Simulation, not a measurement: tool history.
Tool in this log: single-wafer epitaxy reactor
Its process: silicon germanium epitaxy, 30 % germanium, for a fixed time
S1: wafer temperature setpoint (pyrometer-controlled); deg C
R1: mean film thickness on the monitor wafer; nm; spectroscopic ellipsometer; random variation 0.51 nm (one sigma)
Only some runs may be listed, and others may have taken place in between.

Run 1, hour 0: S1 605 deg C, chamber pressure (mTorr) 20200. Result: R1 75.99 nm.
Run 2, hour 7.6: S1 605 deg C, chamber pressure (mTorr) 22100. Result: R1 78.328 nm.
Run 3, hour 12.4: S1 607 deg C, chamber pressure (mTorr) 22100. Result: R1 80.42 nm.
Run 4, hour 14.7: S1 607 deg C, chamber pressure (mTorr) 24200. Result: R1 84.948 nm.
Run 5, hour 20.5: S1 608 deg C, chamber pressure (mTorr) 24200. Result: R1 85.497 nm.
Run 6, hour 23: S1 608 deg C, chamber pressure (mTorr) 22400. Result: R1 83.175 nm.

Run 7, settings as shown, results not yet in. Your forecast:
Run 7, hour 25.3: S1 609 deg C, chamber pressure (mTorr) 22400. Result: R1 ?.

Run 7 gave R1 85.893 nm.

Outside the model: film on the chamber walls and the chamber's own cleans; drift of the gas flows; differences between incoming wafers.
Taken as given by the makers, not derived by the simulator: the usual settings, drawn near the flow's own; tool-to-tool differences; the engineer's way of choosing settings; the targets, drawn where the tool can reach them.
